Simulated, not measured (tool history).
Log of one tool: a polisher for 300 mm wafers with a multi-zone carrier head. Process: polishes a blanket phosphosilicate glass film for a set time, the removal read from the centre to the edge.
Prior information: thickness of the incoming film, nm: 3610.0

run,day,flow of slurry (ml/min),pressure of the head's centre zone,pressure of the head's middle zone,pressure of the head's edge zone,abrasive content of the slurry,polishing time (s),film removed at the wafer's centre (nm),film removed at mid-radius (nm),film removed at the wafer's edge (nm)
1,0.000,265,1.00,1.00,1.00,1.00,48,206.85,199.42,198.15
2,0.150,265,0.92,1.00,1.00,1.00,48,194.92,199.85,199.31
3,0.204,265,0.92,1.00,1.08,1.00,48,195.58,202.30,202.50
4,0.562,265,0.87,1.00,1.08,1.00,48,187.75,202.88,205.43
# day 0.596: centre zone pressure recalibrated
5,0.596,270,0.91,0.96,1.09,1.10,48,193.56,203.88,220.39
6,0.888,270,0.91,0.96,1.06,1.10,48,194.48,200.45,213.07
7,1.183,280,0.99,0.95,1.07,1.20,48,216.97,212.64,224.01
8,1.454,285,1.04,0.92,1.09,1.25,48,227.86,213.61,235.18
9,1.483,295,1.08,0.91,1.10,1.25,48,240.28,214.67,236.00
10,1.600,295,1.08,0.91,1.10,1.25,48,240.04,210.91,236.55
11,1.775,305,1.10,0.91,1.11,1.25,48,241.04,206.27,234.76
12,2.096,305,1.11,0.91,1.11,1.30,48,252.35,214.21,244.72

Expected results for the next run?
13,2.225,310,1.12,0.92,1.12,1.30,48,?,?,?

Run 13 produced film removed at the wafer's centre (nm) 252.85, film removed at mid-radius (nm) 220.24, film removed at the wafer's edge (nm) 246.49.
